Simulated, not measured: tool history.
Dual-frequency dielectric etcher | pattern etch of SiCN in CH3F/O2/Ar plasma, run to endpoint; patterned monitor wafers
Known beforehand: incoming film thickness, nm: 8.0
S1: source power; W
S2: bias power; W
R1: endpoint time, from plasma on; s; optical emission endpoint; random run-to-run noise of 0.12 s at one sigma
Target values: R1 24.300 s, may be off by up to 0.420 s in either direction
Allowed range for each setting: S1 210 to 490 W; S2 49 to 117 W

run,hour,S1,S2,R1
1,0.0,350,83,20.101
2,6.5,380,83,19.686
3,14.3,340,83,20.427
4,22.9,340,89,19.675
5,25.3,320,86,20.203
6,32.3,380,86,19.257
7,35.8,360,84,19.785
8,39.4,340,82,20.423
9,43.7,330,80,20.830
10,50.8,320,78,21.426
11,52.6,250,75,23.642

Of the 4 settings listed for the next run, only one would bring every result within its allowed miss of target. Which one?
A,54.4,260,75,?
B,54.4,260,78,?
C,54.4,250,77,?
D,54.4,240,72,?

move,R1
A,23.264
B,22.842
C,23.284
D,24.358
A: the biggest miss grows against the last run
B: the biggest miss grows against the last run
C: the biggest miss grows against the last run
D: all results in spec
Move D is the one to make.

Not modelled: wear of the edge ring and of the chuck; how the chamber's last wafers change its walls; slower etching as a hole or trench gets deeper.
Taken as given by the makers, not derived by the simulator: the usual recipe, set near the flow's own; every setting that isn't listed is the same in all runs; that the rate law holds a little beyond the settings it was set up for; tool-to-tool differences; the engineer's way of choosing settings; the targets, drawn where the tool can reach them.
